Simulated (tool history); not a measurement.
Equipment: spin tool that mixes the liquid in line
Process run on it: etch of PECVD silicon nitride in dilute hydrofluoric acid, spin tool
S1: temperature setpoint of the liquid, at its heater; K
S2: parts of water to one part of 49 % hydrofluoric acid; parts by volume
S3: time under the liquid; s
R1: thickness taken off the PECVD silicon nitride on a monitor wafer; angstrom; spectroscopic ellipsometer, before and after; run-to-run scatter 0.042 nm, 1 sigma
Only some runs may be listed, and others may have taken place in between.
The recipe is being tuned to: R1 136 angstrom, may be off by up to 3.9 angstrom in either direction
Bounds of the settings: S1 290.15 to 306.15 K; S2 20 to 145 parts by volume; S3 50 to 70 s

| run | hour | S1 | S2 | S3 | R1 |
|---|---|---|---|---|---|
| 1 | 0 | 298.15 | 80 | 70 | 41.976 |
| 2 | 0.7 | 298.15 | 80 | 70 | 41.915 |
| 3 | 5.9 | 300.15 | 70 | 70 | 54.764 |
| 4 | 11.3 | 301.65 | 60 | 70 | 70.37 |
| 5 | 20.2 | 302.65 | 55 | 70 | 81.741 |
| 6 | 29.2 | 303.65 | 50 | 70 | 95.29 |
| 7 | 34 | 304.15 | 45 | 70 | 109.34 |
| 8 | 42.6 | 304.65 | 45 | 70 | 113.06 |
| 9 | 47.7 | 306.15 | 35 | 70 | 160.43 |
| 10 | 51.3 | 305.65 | 35 | 70 | 154.97 |
| 11 | 55.4 | 305.65 | 35 | 70 | 155.56 |
| 12 | 62.6 | 305.15 | 35 | 70 | 149.6 |
| 13 | 70.7 | 305.15 | 35 | 70 | 149.91 |

5 next moves are on the table. One of them brings every result within its allowed miss. Which?
| A | 78.8 | 303.65 | 20 | 50 | ? |
| B | 78.8 | 306.15 | 30 | 65 | ? |
| C | 78.8 | 303.65 | 25 | 50 | ? |
| D | 78.8 | 306.15 | 35 | 70 | ? |
| E | 78.8 | 303.65 | 30 | 70 | ? |

| move | R1 |
|---|---|
| A | 167.45 |
| B | 172.85 |
| C | 135.08 |
| D | 160.04 |
| E | 158.44 |
A: misses by more than the last run did
B: misses by more than the last run did
C: hits every target within its allowed miss
D: misses by more than the last run did
E: misses by more than the last run did
The right move is C.
